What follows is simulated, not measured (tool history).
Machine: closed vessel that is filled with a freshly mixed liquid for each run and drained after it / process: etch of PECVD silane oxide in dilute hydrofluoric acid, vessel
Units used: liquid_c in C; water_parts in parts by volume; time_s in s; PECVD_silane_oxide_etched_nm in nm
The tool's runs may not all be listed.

run	day	liquid_c	water_parts	time_s	PECVD_silane_oxide_etched_nm
1	0.000	22.0	220	30	3.5314
2	0.142	23.0	210	30	3.8503
3	0.458	24.0	200	30	4.2521
4	0.608	24.0	200	30	4.2732
5	0.896	24.5	195	30	4.4772
6	0.971	25.0	190	30	4.6731

Expected results for the next run?
7	1.217	29.0	130	30	?

{"run 7": {"PECVD_silane_oxide_etched_nm": 8.5931}}
